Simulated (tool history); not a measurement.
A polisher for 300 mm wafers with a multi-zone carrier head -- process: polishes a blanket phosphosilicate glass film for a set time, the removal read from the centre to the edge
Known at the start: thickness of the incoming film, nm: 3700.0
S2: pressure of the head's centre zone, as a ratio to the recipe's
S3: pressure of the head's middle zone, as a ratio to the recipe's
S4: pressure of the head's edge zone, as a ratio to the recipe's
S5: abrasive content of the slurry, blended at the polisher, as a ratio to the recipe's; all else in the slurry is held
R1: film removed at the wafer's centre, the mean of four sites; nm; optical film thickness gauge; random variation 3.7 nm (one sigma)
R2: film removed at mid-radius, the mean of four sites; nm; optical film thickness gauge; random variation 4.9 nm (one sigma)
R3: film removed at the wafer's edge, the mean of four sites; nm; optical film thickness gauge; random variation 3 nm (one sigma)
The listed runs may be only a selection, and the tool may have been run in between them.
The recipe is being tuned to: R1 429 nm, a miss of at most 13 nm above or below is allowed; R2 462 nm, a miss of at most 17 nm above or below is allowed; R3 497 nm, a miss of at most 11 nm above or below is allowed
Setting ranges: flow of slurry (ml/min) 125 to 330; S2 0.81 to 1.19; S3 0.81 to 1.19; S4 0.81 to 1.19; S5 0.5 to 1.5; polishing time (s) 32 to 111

run 1 hour=0 | flow_of_slurry_(ml/min)=210 S2=1 S3=1 S4=1 S5=1 polishing_time_(s)=71 | R1=354.69 R2=353.06 R3=361.15
run 2 hour=5.5 | flow_of_slurry_(ml/min)=210 S2=1 S3=1 S4=1 S5=1.1 polishing_time_(s)=71 | R1=370.2 R2=368.3 R3=380.83
run 3 hour=10.8 | flow_of_slurry_(ml/min)=210 S2=1 S3=1.03 S4=1 S5=1.1 polishing_time_(s)=71 | R1=376.39 R2=386.66 R3=377.23
run 4 hour=12.2 | flow_of_slurry_(ml/min)=220 S2=0.99 S3=1.03 S4=1.05 S5=1.2 polishing_time_(s)=71 | R1=393.31 R2=406.49 R3=406.32
run 5 hour=16.9 | flow_of_slurry_(ml/min)=220 S2=0.99 S3=1.03 S4=1.05 S5=1.2 polishing_time_(s)=57 | R1=309.22 R2=320.28 R3=324.38
run 6 hour=23.1 | flow_of_slurry_(ml/min)=220 S2=0.97 S3=1.02 S4=1.08 S5=1.3 polishing_time_(s)=61 | R1=339.8 R2=354.22 R3=371.55
run 7 hour=29.8 | flow_of_slurry_(ml/min)=225 S2=0.96 S3=1.02 S4=1.1 S5=1.35 polishing_time_(s)=63 | R1=352.71 R2=369.92 R3=385.62
run 8 hour=33.7 | flow_of_slurry_(ml/min)=210 S2=0.95 S3=1.02 S4=1.11 S5=1.4 polishing_time_(s)=66 | R1=361.55 R2=395.28 R3=413.72
run 9 hour=39.6 | flow_of_slurry_(ml/min)=220 S2=0.95 S3=1.02 S4=1.13 S5=1.45 polishing_time_(s)=68 | R1=377.9 R2=403.71 R3=439.5
run 10 hour=42.1 | flow_of_slurry_(ml/min)=230 S2=0.95 S3=1.03 S4=1.14 S5=1.45 polishing_time_(s)=69 | R1=394.28 R2=419.64 R3=451.63
run 11 hour=50.4 | flow_of_slurry_(ml/min)=245 S2=0.94 S3=1.04 S4=1.15 S5=1.45 polishing_time_(s)=70 | R1=391.94 R2=434.36 R3=458.61
run 12 hour=53.7 | flow_of_slurry_(ml/min)=250 S2=0.95 S3=1.04 S4=1.16 S5=1.45 polishing_time_(s)=71 | R1=414.92 R2=443.55 R3=466.49
-- hour=58.6 worn pad replaced by a new one
run 13 hour=58.6 | flow_of_slurry_(ml/min)=250 S2=0.95 S3=1.04 S4=1.17 S5=1.45 polishing_time_(s)=72 | R1=454.95 R2=503.2 R3=522.32
run 14 hour=62 | flow_of_slurry_(ml/min)=240 S2=0.95 S3=1.03 S4=1.17 S5=1.45 polishing_time_(s)=72 | R1=450.28 R2=495.29 R3=521.72
run 15 hour=66.3 | flow_of_slurry_(ml/min)=250 S2=0.94 S3=1.03 S4=1.17 S5=1.45 polishing_time_(s)=72 | R1=457.03 R2=495.5 R3=532.01
run 16 hour=72.4 | flow_of_slurry_(ml/min)=240 S2=0.95 S3=1.03 S4=1.17 S5=1.45 polishing_time_(s)=72 | R1=457.82 R2=485.38 R3=522.55
run 17 hour=77 | flow_of_slurry_(ml/min)=235 S2=0.95 S3=1.03 S4=1.17 S5=1.45 polishing_time_(s)=72 | R1=453.15 R2=496.58 R3=526.41
run 18 hour=79.1 | flow_of_slurry_(ml/min)=250 S2=0.94 S3=1.03 S4=1.17 S5=1.45 polishing_time_(s)=72 | R1=453.55 R2=493.27 R3=528.73

Of the 4 settings listed for the next run, only one would bring every result within its allowed miss of target. Which one?
run A hour=81.2 | flow_of_slurry_(ml/min)=255 S2=0.92 S3=0.98 S4=1.09 S5=1.5 polishing_time_(s)=69 | R1=? R2=? R3=?
run B hour=81.2 | flow_of_slurry_(ml/min)=240 S2=0.86 S3=0.87 S4=1.19 S5=1.5 polishing_time_(s)=77 | R1=? R2=? R3=?
run C hour=81.2 | flow_of_slurry_(ml/min)=230 S2=1.03 S3=0.95 S4=1.17 S5=1.35 polishing_time_(s)=72 | R1=? R2=? R3=?
run D hour=81.2 | flow_of_slurry_(ml/min)=260 S2=0.86 S3=0.88 S4=1.1 S5=1.35 polishing_time_(s)=77 | R1=? R2=? R3=?

move=A R1=431.3 R2=462.53 R3=495.06
move=B R1=445.52 R2=463.92 R3=575.48
move=C R1=476.37 R2=444.57 R3=508.68
move=D R1=431.97 R2=453.62 R3=533.84
A: meets every target
B: its largest miss is bigger than the last run's
C: its largest miss is bigger than the last run's
D: its largest miss is bigger than the last run's
Move A is the one to make.
